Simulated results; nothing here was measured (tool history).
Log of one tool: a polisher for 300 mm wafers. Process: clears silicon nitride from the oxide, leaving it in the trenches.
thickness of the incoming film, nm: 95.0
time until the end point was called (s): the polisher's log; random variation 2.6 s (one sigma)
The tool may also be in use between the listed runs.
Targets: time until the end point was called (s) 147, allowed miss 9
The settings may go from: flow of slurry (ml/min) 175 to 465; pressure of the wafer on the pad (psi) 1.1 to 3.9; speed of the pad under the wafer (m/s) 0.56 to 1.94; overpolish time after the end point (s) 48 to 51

run	hour	flow of slurry (ml/min)	pressure of the wafer on the pad (psi)	speed of the pad under the wafer (m/s)	overpolish time after the end point (s)	time until the end point was called (s)
1	0	295	2.5	1.24	48	86.444
2	1.7	295	2.3	1.22	48	92.327
3	4.3	295	2.3	1.22	48	94.211
4	5.5	330	2.3	1.22	48	91.973
5	10.1	330	2.3	1.42	48	80.793
6	11.8	330	2.3	1.42	51	79.928
7	15.8	330	2.1	1.36	51	91.578
8	17.5	330	1.9	1.34	51	104.28
9	23.1	330	1.2	1.3	51	161.61

Which of these 5 next moves meets every target?
A	28.7	325	1.1	1.42	49	?
B	28.7	285	1.4	1.24	51	?
C	28.7	385	1.4	1.38	51	?
D	28.7	355	1.5	1.3	48	?
E	28.7	315	1.5	1.38	49	?

move	time until the end point was called (s)
A	163.3
B	149.88
C	132.3
D	132.01
E	125.6
A: further off than the last run
B: meets every target
C: takes the result that was furthest off past its target
D: takes the result that was furthest off past its target
E: takes the result that was furthest off past its target
The right move is B.
